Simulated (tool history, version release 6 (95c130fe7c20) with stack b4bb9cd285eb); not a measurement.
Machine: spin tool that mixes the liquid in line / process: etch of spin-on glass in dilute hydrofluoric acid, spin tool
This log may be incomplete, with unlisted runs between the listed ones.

run  hour  temperature setpoint of the liquid (C)  parts of water to one part of 49 % hydrofluoric acid (parts by volume)  time under the liquid (s)  thickness taken off the spin-on glass on a monitor wafer (angstrom)
  1     0                                      25                                                                     190                        250                                                               420.83
  2   2.9                                      24                                                                     195                        250                                                               392.33
  3   5.8                                      21                                                                     195                        250                                                               349.21
  4   8.8                                      21                                                                     170                        250                                                               413.61
  5  13.4                                      21                                                                     170                        250                                                               415.57
  6  14.5                                    20.5                                                                     180                        250                                                               378.15
  7  19.7                                      20                                                                     185                        250                                                               358.82

Predict the results of run 8:
  8  27.8                                      17                                                                     245                        250                                                                    ?

thickness taken off the spin-on glass on a monitor wafer (angstrom): 226.32

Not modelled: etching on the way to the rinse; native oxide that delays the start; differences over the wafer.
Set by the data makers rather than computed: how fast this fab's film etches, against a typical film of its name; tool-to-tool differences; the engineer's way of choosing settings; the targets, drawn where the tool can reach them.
